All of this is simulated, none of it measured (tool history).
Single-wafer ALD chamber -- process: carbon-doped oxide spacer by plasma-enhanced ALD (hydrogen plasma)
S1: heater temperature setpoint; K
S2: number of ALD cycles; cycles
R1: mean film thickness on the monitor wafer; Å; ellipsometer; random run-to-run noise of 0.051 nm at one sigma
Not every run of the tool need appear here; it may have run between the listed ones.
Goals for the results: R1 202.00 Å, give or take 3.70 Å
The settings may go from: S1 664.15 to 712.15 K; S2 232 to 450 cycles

run 1 hour=0.0 | S1=688.15 S2=341 | R1=166.67
run 2 hour=8.3 | S1=685.15 S2=351 | R1=173.00
run 3 hour=13.1 | S1=685.15 S2=373 | R1=183.39
run 4 hour=20.0 | S1=678.15 S2=373 | R1=187.03
run 5 hour=26.2 | S1=677.15 S2=377 | R1=189.71
run 6 hour=27.6 | S1=676.15 S2=380 | R1=191.05
run 7 hour=36.4 | S1=675.15 S2=383 | R1=194.57
run 8 hour=41.9 | S1=674.15 S2=384 | R1=194.39
run 9 hour=48.6 | S1=673.15 S2=386 | R1=195.94
run 10 hour=56.4 | S1=672.15 S2=388 | R1=197.89

Exactly one of the 4 candidate moves below puts every result within its allowed miss. Which one?
run A hour=64.2 | S1=671.15 S2=411 | R1=?
run B hour=64.2 | S1=678.15 S2=413 | R1=?
run C hour=64.2 | S1=668.15 S2=371 | R1=?
run D hour=64.2 | S1=672.15 S2=394 | R1=?

move=A R1=211.16
move=B R1=208.27
move=C R1=190.63
move=D R1=201.89
A: the result that was furthest off in the last run now lies on the other side of its target
B: the result that was furthest off in the last run now lies on the other side of its target
C: its largest miss is bigger than the last run's
D: each result inside its tolerance
Move D is the one to make.
